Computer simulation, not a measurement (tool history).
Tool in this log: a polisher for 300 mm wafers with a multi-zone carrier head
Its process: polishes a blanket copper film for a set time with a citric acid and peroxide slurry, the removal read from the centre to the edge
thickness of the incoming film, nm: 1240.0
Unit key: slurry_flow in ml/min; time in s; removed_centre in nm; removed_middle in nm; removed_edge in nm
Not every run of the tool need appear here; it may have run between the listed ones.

run	day	slurry_flow	centre_zone	middle_zone	edge_zone	slurry_solids	time	removed_centre	removed_middle	removed_edge
1	0	200	1	1	1	1	85	205.27	199.74	199.47
2	0.288	200	1	1	1	1	74	177.89	170.34	177.13
3	0.367	200	1	1	1	1.2	74	186.97	184.93	183.6
4	0.683	205	1.02	0.99	0.97	1.2	74	191.21	184.03	181.12
5	0.938	210	1.04	0.98	0.95	1.2	74	192.25	179.13	182.57
6	1.079	210	1.07	1	0.92	1.15	74	194.62	181.25	177.97
# day 1.338: slurry nozzle cleaned
7	1.338	215	1.09	1	0.9	1.15	74	207.78	185.78	180.57

What does the tool deliver on the next run?
8	1.492	215	1.09	1	0.9	1.15	74	?	?	?

Run 8 yielded removed_centre 205.62 nm, removed_middle 188.92 nm, removed_edge 179.08 nm.
